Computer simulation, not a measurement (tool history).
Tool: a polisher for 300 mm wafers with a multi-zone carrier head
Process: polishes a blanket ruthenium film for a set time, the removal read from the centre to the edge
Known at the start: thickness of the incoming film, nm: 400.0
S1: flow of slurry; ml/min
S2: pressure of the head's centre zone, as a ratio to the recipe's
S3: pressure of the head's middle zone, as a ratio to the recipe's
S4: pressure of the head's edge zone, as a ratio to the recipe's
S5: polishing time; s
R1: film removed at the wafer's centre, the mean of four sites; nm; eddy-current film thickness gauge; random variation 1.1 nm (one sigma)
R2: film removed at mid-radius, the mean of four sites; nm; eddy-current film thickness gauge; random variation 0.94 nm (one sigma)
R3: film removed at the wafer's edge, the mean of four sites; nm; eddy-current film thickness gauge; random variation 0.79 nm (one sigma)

run  hour   S1    S2    S3    S4  S5       R1       R2      R3
  1   0.0  245  1.00  1.00  1.00  71  100.170  102.500  102.48
  2   4.5  245  1.00  1.00  1.04  71  101.850  103.960  105.57
  3   9.8  210  1.00  1.00  1.04  71   99.798  101.470  103.92
  4  18.2  200  0.95  0.97  1.02  70   94.333   97.173  101.13
  5  20.0  200  0.95  0.97  1.02  87  115.380  123.090  123.31
  6  20.6  200  0.95  0.97  1.09  87  114.550  121.380  129.48
  7  24.3  195  0.91  0.95  1.07  80  101.930  109.310  118.23

The next listed run, before its measurement:
  8  28.5  190  0.88  0.94  1.05  75   ?   ?   ?

{"run 8": {"R1": 91.96, "R2": 102.21, "R3": 108.92}}
